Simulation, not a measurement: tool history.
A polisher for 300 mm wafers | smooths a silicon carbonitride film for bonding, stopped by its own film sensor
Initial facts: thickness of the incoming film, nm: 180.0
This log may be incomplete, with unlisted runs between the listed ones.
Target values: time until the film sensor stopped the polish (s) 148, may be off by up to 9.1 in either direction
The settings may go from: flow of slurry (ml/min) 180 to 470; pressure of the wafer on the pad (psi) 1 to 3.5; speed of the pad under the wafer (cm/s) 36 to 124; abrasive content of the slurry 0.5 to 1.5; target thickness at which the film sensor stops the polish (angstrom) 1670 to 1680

run	day	flow of slurry (ml/min)	pressure of the wafer on the pad (psi)	speed of the pad under the wafer (cm/s)	abrasive content of the slurry	target thickness at which the film sensor stops the polish (angstrom)	time until the film sensor stopped the polish (s)
1	0	300	2.2	80	1	1670	59.921
2	0.125	250	2.2	80	1	1670	57.977
3	0.346	250	2	74	1	1670	67.009
4	0.646	250	2	74	1	1670	67.164
5	0.908	250	2	74	1.2	1670	66.138
6	0.971	250	2	74	1	1670	69.64
7	1.017	250	1.8	70	1	1670	78.689
8	1.188	240	1.2	48	0.9	1670	165.51

Below are 4 possible settings for the next run. Only one of them brings all results inside the allowed miss of their targets. Which is it?
A	1.358	235	1.4	48	0.95	1680	?
B	1.358	190	1.3	62	0.85	1680	?
C	1.358	200	1	50	1.1	1670	?
D	1.358	255	1.2	46	1.05	1680	?

move	time until the film sensor stopped the polish (s)
A	128.45
B	123.76
C	178.61
D	145.52
A: the result that was furthest off in the last run now lies on the other side of its target
B: the result that was furthest off in the last run now lies on the other side of its target
C: lands further from the targets than the last run did
D: all results land within tolerance of their targets
Go with D: it meets all targets.
